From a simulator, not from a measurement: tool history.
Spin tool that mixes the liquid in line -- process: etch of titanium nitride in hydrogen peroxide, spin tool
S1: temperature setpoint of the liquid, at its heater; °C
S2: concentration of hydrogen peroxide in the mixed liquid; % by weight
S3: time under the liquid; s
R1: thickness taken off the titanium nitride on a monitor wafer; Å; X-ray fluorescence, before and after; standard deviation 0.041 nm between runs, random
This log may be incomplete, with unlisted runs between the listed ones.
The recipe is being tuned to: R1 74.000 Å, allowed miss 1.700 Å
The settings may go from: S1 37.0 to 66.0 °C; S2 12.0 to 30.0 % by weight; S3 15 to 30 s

run 1 day=0.000 | S1=53.0 S2=21.5 S3=30 | R1=33.602
run 2 day=0.029 | S1=53.0 S2=18.0 S3=30 | R1=32.560
run 3 day=0.312 | S1=55.0 S2=18.0 S3=30 | R1=37.950
run 4 day=0.625 | S1=57.0 S2=18.0 S3=30 | R1=43.531
run 5 day=0.708 | S1=57.0 S2=18.0 S3=30 | R1=43.409
run 6 day=0.858 | S1=57.0 S2=22.0 S3=30 | R1=45.419
run 7 day=1.158 | S1=58.5 S2=22.0 S3=30 | R1=50.578
run 8 day=1.183 | S1=59.5 S2=22.0 S3=30 | R1=53.896
run 9 day=1.542 | S1=65.0 S2=22.0 S3=30 | R1=78.196

Exactly one of the 5 candidate moves below puts every result within its allowed miss. Which one?
run A day=1.900 | S1=64.0 S2=24.0 S3=30 | R1=?
run B day=1.900 | S1=63.5 S2=20.0 S3=30 | R1=?
run C day=1.900 | S1=63.0 S2=23.0 S3=30 | R1=?
run D day=1.900 | S1=65.0 S2=21.5 S3=30 | R1=?
run E day=1.900 | S1=62.5 S2=30.0 S3=30 | R1=?

move=A R1=74.467
move=B R1=69.254
move=C R1=69.031
move=D R1=77.689
move=E R1=70.767
A: each result inside its tolerance
B: takes the biggest miss from the last run beyond its target
C: takes the biggest miss from the last run beyond its target
D: closer than the last run, but not yet in spec
E: takes the biggest miss from the last run beyond its target
Correct choice: A, which meets every target

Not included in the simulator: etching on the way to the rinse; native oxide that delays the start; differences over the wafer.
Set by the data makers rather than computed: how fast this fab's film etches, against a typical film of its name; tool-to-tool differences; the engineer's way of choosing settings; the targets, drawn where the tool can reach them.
